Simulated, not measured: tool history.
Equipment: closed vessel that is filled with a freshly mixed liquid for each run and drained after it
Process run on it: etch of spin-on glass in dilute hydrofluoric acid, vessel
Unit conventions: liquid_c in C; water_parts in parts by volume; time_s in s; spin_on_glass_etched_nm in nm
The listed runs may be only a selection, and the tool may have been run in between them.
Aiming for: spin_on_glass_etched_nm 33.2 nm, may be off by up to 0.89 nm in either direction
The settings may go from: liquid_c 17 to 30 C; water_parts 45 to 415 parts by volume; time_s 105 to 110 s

{"run": 1, "hour": 0.0, "liquid_c": 22, "water_parts": 230, "time_s": 105, "spin_on_glass_etched_nm": 17.759}
{"run": 2, "hour": 8.3, "liquid_c": 23, "water_parts": 220, "time_s": 105, "spin_on_glass_etched_nm": 19.545}
{"run": 3, "hour": 9.3, "liquid_c": 24, "water_parts": 210, "time_s": 105, "spin_on_glass_etched_nm": 21.62}
{"run": 4, "hour": 14.2, "liquid_c": 24, "water_parts": 210, "time_s": 105, "spin_on_glass_etched_nm": 21.438}
{"run": 5, "hour": 17.2, "liquid_c": 25, "water_parts": 205, "time_s": 105, "spin_on_glass_etched_nm": 22.915}
{"run": 6, "hour": 24.6, "liquid_c": 25.5, "water_parts": 200, "time_s": 105, "spin_on_glass_etched_nm": 24.021}
{"run": 7, "hour": 29.7, "liquid_c": 29.5, "water_parts": 165, "time_s": 105, "spin_on_glass_etched_nm": 34.966}
{"hour": 30.7, "done": "thermometer replaced"}
{"run": 8, "hour": 30.7, "liquid_c": 29, "water_parts": 165, "time_s": 105, "spin_on_glass_etched_nm": 36.167}
{"run": 9, "hour": 35.1, "liquid_c": 29, "water_parts": 165, "time_s": 105, "spin_on_glass_etched_nm": 36.181}
{"run": 10, "hour": 40.8, "liquid_c": 28.5, "water_parts": 165, "time_s": 105, "spin_on_glass_etched_nm": 35.536}
{"run": 11, "hour": 46.6, "liquid_c": 27.5, "water_parts": 165, "time_s": 105, "spin_on_glass_etched_nm": 34.653}

Of the 5 settings listed for the next run, only one would bring every result within its allowed miss of target. Which one?
{"run": "A", "hour": 52.4, "liquid_c": 26, "water_parts": 155, "time_s": 105, "spin_on_glass_etched_nm": "?"}
{"run": "B", "hour": 52.4, "liquid_c": 27, "water_parts": 175, "time_s": 110, "spin_on_glass_etched_nm": "?"}
{"run": "C", "hour": 52.4, "liquid_c": 29.5, "water_parts": 160, "time_s": 105, "spin_on_glass_etched_nm": "?"}
{"run": "D", "hour": 52.4, "liquid_c": 29.5, "water_parts": 170, "time_s": 105, "spin_on_glass_etched_nm": "?"}
{"run": "E", "hour": 52.4, "liquid_c": 27.5, "water_parts": 160, "time_s": 110, "spin_on_glass_etched_nm": "?"}

move=A spin_on_glass_etched_nm=35.054
move=B spin_on_glass_etched_nm=32.956
move=C spin_on_glass_etched_nm=38.36
move=D spin_on_glass_etched_nm=35.648
move=E spin_on_glass_etched_nm=37.378
A: moves away from the targets compared with the last run
B: meets every target
C: moves away from the targets compared with the last run
D: moves away from the targets compared with the last run
E: moves away from the targets compared with the last run
Go with B: it meets all targets.

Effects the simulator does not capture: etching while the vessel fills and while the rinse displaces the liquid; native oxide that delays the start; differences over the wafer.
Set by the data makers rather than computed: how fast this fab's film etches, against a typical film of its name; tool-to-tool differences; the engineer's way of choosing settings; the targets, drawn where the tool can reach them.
